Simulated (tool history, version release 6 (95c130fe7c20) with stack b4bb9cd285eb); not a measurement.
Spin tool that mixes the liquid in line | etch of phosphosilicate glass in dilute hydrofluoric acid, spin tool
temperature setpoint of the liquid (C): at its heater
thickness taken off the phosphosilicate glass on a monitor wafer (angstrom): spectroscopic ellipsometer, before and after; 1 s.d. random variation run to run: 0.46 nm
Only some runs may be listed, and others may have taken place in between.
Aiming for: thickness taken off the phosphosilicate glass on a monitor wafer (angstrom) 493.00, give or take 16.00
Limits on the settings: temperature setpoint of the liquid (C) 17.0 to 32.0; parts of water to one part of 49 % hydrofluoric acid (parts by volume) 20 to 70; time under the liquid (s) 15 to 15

run,hour,temperature setpoint of the liquid (C),parts of water to one part of 49 % hydrofluoric acid (parts by volume),time under the liquid (s),thickness taken off the phosphosilicate glass on a monitor wafer (angstrom)
1,0.0,24.0,40,15,442.77
2,1.7,24.0,40,15,453.80
3,9.2,24.0,55,15,324.60
4,12.2,24.0,65,15,273.01
5,15.9,24.0,70,15,248.40
6,19.1,26.5,65,15,300.99
7,25.6,28.0,60,15,339.63
8,31.3,31.5,45,15,539.24
9,38.5,31.0,45,15,527.82
10,40.9,30.5,45,15,523.76

Which of these 4 next moves meets every target?
A,43.3,31.0,45,15,?
B,43.3,29.5,50,15,?
C,43.3,32.0,55,15,?
D,43.3,29.0,45,15,?

move,thickness taken off the phosphosilicate glass on a monitor wafer (angstrom)
A,525.17
B,442.38
C,439.10
D,485.84
A: no nearer and no further than the last run
B: takes the biggest miss from the last run beyond its target
C: takes the biggest miss from the last run beyond its target
D: meets every target
So the answer is move D, the one that meets all the targets.
